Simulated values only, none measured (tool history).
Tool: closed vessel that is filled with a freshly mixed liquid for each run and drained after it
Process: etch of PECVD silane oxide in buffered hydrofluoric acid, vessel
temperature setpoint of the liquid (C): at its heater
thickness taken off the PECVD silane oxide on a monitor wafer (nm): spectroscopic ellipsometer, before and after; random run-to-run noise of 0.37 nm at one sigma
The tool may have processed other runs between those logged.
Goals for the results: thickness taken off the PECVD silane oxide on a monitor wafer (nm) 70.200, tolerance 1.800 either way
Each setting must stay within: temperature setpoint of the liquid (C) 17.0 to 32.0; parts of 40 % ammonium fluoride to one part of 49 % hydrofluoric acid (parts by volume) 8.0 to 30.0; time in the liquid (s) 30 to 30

run  hour  temperature setpoint of the liquid (C)  parts of 40 % ammonium fluoride to one part of 49 % hydrofluoric acid (parts by volume)  time in the liquid (s)  thickness taken off the PECVD silane oxide on a monitor wafer (nm)
  1   0.0                                    25.0                                                                                     22.5                      30                                                              40.000
  2   7.9                                    25.0                                                                                     27.5                      30                                                              34.511
  3  10.0                                    26.0                                                                                     26.0                      30                                                              38.280
  4  16.6                                    29.0                                                                                     26.0                      30                                                              45.071
  5  20.0                                    29.0                                                                                     20.5                      30                                                              52.987
  6  21.9                                    26.5                                                                                     20.5                      30                                                              46.695
  7  27.7                                    27.5                                                                                     20.0                      30                                                              49.630
  8  36.5                                    31.5                                                                                     15.5                      30                                                              78.691
  9  42.4                                    31.0                                                                                     15.5                      30                                                              76.466
 10  44.3                                    31.0                                                                                     15.5                      30                                                              77.232
 11  52.8                                    31.0                                                                                     15.5                      30                                                              77.109
 12  59.0                                    30.0                                                                                     15.5                      30                                                              73.344

Consider the 5 candidate settings below. Which is the only one whose results all fall within their allowed miss of target?
  A  65.2                                    28.0                                                                                     14.0                      30                                                                   ?
  B  65.2                                    27.0                                                                                     12.5                      30                                                                   ?
  C  65.2                                    27.5                                                                                     14.0                      30                                                                   ?
  D  65.2                                    30.0                                                                                     15.0                      30                                                                   ?
  E  65.2                                    30.5                                                                                     17.5                      30                                                                   ?

move  thickness taken off the PECVD silane oxide on a monitor wafer (nm)
   A                                                              72.996
   B                                                              77.320
   C                                                              71.076
   D                                                              75.837
   E                                                              66.929
A: nearer than the last run, and not there yet
B: lands further from the targets than the last run did
C: all results land within tolerance of their targets
D: lands further from the targets than the last run did
E: moves the result that the last run missed by most past its target, out the other side
Answer: C

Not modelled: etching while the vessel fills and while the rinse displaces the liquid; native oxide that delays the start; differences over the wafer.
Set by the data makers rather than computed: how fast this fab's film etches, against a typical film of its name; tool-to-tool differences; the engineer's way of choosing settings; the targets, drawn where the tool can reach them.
